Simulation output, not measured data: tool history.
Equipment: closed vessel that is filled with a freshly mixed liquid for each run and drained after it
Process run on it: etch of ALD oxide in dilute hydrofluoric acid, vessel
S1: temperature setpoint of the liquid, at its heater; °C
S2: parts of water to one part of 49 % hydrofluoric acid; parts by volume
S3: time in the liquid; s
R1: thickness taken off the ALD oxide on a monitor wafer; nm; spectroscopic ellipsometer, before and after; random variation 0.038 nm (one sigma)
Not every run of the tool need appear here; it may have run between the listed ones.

run  hour    S1   S2  S3      R1
  1   0.0  24.0  170  35  2.3818
  2   3.9  27.0  170  35  2.6386
  3  12.5  27.0  190  35  2.3332
  4  18.4  28.5  150  35  3.2416
  5  19.8  30.5  150  35  3.4856
  6  25.0  32.0  150  35  3.6918
  7  30.6  32.0  120  35  4.8048

The next listed run, before its measurement:
  8  33.1  32.0  105  35   ?

{"run 8": {"R1": 5.6052}}
